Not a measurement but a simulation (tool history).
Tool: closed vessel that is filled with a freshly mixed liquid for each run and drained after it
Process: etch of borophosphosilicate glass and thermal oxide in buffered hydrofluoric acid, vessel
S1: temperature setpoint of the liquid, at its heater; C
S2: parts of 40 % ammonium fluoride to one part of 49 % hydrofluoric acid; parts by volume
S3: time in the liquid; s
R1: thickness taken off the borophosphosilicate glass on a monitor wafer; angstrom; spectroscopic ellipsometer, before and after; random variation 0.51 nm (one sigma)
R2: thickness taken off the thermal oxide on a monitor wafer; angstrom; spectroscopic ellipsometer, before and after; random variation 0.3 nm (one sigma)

run 1 hour=0 | S1=21 S2=11 S3=60 | R1=1068.8 R2=534.38
run 2 hour=4.4 | S1=21.5 S2=11 S3=60 | R1=1097.9 R2=549.94
run 3 hour=9.4 | S1=22 S2=11 S3=60 | R1=1136.1 R2=567.34
run 4 hour=16.9 | S1=22 S2=11 S3=50 | R1=946.08 R2=473.22
run 5 hour=25.4 | S1=22.5 S2=11 S3=50 | R1=970.71 R2=486.84
run 6 hour=28.8 | S1=23 S2=11 S3=50 | R1=1007.2 R2=499.65
run 7 hour=31 | S1=23.5 S2=11 S3=50 | R1=1025.7 R2=514.71
run 8 hour=38.6 | S1=24 S2=11 S3=50 | R1=1051.8 R2=526.1
run 9 hour=45.6 | S1=24.5 S2=11 S3=50 | R1=1082.2 R2=536.3
run 10 hour=52.2 | S1=25 S2=11 S3=50 | R1=1109.7 R2=561.61

Run 11 comes next. What will it give?
run 11 hour=60.5 | S1=25.5 S2=11 S3=50 | R1=? R2=?

R1: 1144.3 angstrom
R2: 572.42 angstrom

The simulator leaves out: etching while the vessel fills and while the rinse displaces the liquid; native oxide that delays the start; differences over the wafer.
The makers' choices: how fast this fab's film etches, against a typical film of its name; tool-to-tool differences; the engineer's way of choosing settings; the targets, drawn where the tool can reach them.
